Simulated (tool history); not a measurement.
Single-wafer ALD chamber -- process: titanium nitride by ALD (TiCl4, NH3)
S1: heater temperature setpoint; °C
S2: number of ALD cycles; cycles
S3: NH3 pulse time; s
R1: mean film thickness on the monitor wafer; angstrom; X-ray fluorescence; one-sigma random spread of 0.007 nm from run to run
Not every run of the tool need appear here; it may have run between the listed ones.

{"run": 1, "day": 0.0, "S1": 425, "S2": 62, "S3": 1.62, "R1": 14.382}
{"run": 2, "day": 0.238, "S1": 423, "S2": 62, "S3": 1.52, "R1": 14.246}
{"run": 3, "day": 0.362, "S1": 421, "S2": 62, "S3": 1.43, "R1": 14.424}
{"run": 4, "day": 0.496, "S1": 431, "S2": 62, "S3": 1.43, "R1": 14.378}
{"run": 5, "day": 0.858, "S1": 431, "S2": 62, "S3": 1.43, "R1": 14.2}
{"run": 6, "day": 1.042, "S1": 431, "S2": 62, "S3": 1.73, "R1": 14.365}
{"run": 7, "day": 1.283, "S1": 433, "S2": 62, "S3": 1.61, "R1": 14.455}
{"run": 8, "day": 1.417, "S1": 430, "S2": 62, "S3": 1.51, "R1": 14.239}

Expected results for the next run?
{"run": 9, "day": 1.454, "S1": 432, "S2": 62, "S3": 1.42, "R1": "?"}

R1: 14.260 angstrom

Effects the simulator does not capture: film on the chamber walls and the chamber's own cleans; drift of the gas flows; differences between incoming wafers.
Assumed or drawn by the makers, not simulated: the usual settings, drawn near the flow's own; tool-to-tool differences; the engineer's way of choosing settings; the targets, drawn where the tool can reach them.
